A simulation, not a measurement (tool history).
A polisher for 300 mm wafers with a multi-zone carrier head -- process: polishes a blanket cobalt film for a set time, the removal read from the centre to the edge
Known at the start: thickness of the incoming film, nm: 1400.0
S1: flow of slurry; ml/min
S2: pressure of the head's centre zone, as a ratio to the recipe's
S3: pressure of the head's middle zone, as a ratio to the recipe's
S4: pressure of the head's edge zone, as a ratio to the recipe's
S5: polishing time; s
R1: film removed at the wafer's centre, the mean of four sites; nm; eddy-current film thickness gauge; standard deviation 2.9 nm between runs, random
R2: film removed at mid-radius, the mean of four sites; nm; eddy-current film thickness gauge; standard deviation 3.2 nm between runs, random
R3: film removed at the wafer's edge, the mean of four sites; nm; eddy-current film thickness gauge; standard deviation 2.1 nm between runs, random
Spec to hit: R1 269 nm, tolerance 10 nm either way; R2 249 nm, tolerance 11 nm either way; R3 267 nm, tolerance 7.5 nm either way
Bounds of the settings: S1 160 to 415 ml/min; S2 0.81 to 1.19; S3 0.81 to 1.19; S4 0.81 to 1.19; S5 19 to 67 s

| run | hour | S1 | S2 | S3 | S4 | S5 | R1 | R2 | R3 |
|---|---|---|---|---|---|---|---|---|---|
| 1 | 0 | 265 | 1 | 1 | 1 | 43 | 367 | 371.5 | 374.89 |
| 2 | 7.3 | 260 | 1 | 0.98 | 0.98 | 41 | 354.29 | 353.35 | 347.67 |
| 3 | 11.2 | 260 | 0.95 | 0.98 | 0.98 | 41 | 338.68 | 347.94 | 352.05 |
| 4 | 16.5 | 260 | 0.95 | 1.03 | 0.98 | 41 | 336.41 | 361.61 | 352.59 |
| 5 | 18.8 | 255 | 0.94 | 1 | 0.97 | 39 | 309.65 | 338.82 | 332.99 |
| 6 | 19.6 | 255 | 0.94 | 1 | 0.97 | 30 | 239.46 | 261.62 | 253.85 |
| 7 | 27.6 | 260 | 0.95 | 0.98 | 0.98 | 30 | 248.06 | 252.99 | 256.13 |
| 8 | 31.6 | 265 | 0.96 | 0.98 | 0.99 | 30 | 247.14 | 252.76 | 257.91 |
| 9 | 33 | 270 | 0.97 | 0.98 | 1 | 30 | 247.23 | 252.54 | 264.03 |
| 10 | 34.2 | 270 | 0.97 | 0.98 | 1 | 30 | 251.32 | 250.82 | 259.46 |
| 11 | 34.7 | 275 | 0.98 | 0.98 | 1 | 30 | 254.41 | 249.63 | 262.79 |

Below are 4 possible settings for the next run. Only one of them brings all results inside the allowed miss of their targets. Which is it?
| A | 35.2 | 310 | 0.93 | 0.97 | 1.06 | 30 | ? | ? | ? |
| B | 35.2 | 310 | 0.98 | 0.9 | 0.95 | 31 | ? | ? | ? |
| C | 35.2 | 325 | 1.02 | 0.92 | 1 | 29 | ? | ? | ? |
| D | 35.2 | 265 | 1 | 0.97 | 0.83 | 32 | ? | ? | ? |

| move | R1 | R2 | R3 |
|---|---|---|---|
| A | 243.45 | 253.67 | 268.18 |
| B | 265.07 | 246.21 | 263.06 |
| C | 259.37 | 235.46 | 252.9 |
| D | 274.91 | 266.66 | 252.27 |
A: its largest miss is bigger than the last run's
B: all results in spec
C: the worst result of the last run now meets its target, but another is out of spec
D: the worst result of the last run now meets its target, but another is out of spec
The move that meets every target is B.
